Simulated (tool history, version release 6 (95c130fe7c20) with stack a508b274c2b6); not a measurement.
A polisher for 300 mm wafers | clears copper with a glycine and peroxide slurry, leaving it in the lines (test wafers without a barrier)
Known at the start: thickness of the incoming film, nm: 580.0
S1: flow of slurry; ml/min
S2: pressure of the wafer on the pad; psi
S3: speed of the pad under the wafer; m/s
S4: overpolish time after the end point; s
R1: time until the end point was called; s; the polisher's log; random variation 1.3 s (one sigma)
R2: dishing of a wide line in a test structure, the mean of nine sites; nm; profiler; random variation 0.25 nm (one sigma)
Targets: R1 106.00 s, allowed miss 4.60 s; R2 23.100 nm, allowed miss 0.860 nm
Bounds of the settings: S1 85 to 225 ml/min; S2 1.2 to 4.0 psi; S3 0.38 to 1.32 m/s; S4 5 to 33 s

run	hour	S1	S2	S3	S4	R1	R2
1	0.0	145	2.6	0.84	17	143.66	36.789
2	5.7	165	2.6	0.84	17	141.46	36.529
3	7.8	185	2.7	0.88	13	129.38	31.944
4	11.7	185	2.7	0.88	9	131.67	24.032
5	13.5	185	2.7	0.76	9	143.09	22.146
6	17.8	185	2.7	0.76	13	141.64	29.829
7	26.3	195	2.9	0.80	11	128.64	29.044
8	28.0	190	3.0	0.86	9	124.01	25.739
9	35.8	195	3.1	0.88	8	113.98	23.941
10	41.0	195	3.2	0.88	8	112.60	24.415
11	43.0	195	3.3	0.88	8	109.46	24.712
12	46.2	195	3.3	0.88	8	110.56	25.432

Which of these 5 next moves meets every target?
A	49.4	210	3.2	0.98	7	?	?
B	49.4	180	3.5	0.84	10	?	?
C	49.4	200	3.1	0.86	11	?	?
D	49.4	200	3.2	0.84	10	?	?
E	49.4	185	3.6	0.84	8	?	?

move	R1	R2
A	104.95	22.914
B	109.93	29.554
C	117.81	30.157
D	116.49	28.243
E	106.95	25.264
A: meets every target
B: further off than the last run
C: further off than the last run
D: further off than the last run
E: nearer than the last run, and not there yet
Answer: A
